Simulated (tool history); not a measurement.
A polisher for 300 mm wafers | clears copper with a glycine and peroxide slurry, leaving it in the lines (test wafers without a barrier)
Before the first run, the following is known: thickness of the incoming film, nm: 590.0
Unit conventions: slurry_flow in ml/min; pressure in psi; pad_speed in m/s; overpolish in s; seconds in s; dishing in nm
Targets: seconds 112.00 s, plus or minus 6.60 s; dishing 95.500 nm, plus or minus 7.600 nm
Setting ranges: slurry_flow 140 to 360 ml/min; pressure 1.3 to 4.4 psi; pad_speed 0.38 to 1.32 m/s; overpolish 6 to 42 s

run  hour  slurry_flow  pressure  pad_speed  overpolish  seconds  dishing
  1   0.0          230       2.8       0.84          21   132.25   63.840
  2   7.6          230       3.0       0.84          23   125.13   67.453
  3  14.9          230       3.0       0.84          32   127.32   85.971
  4  19.5          230       3.1       0.84          32   118.29   86.162
  5  25.0          230       3.1       0.84          28   123.45   79.946
  6  32.2          230       3.2       0.84          29   116.46   81.588
  7  36.6          230       3.2       0.84          31   117.47   86.230
  8  40.7          230       3.2       0.84          32   115.87   89.979
  9  43.5          230       3.2       0.84          32   115.48   86.916

Which single option among these 4 for the next run brings every result within its allowed miss of target? Just one does.
  A  46.3          190       3.0       0.84          41        ?        ?
  B  46.3          235       3.2       0.88          35        ?        ?
  C  46.3          210       3.1       0.92          26        ?        ?
  D  46.3          140       3.3       0.88          23        ?        ?

move  seconds  dishing
   A   129.60   95.945
   B   115.37   93.742
   C   116.37   77.781
   D   122.90   69.289
A: gets the furthest-off result to its target, but another result is out of tolerance
B: hits every target within its allowed miss
C: moves away from the targets compared with the last run
D: moves away from the targets compared with the last run
B meets every target.
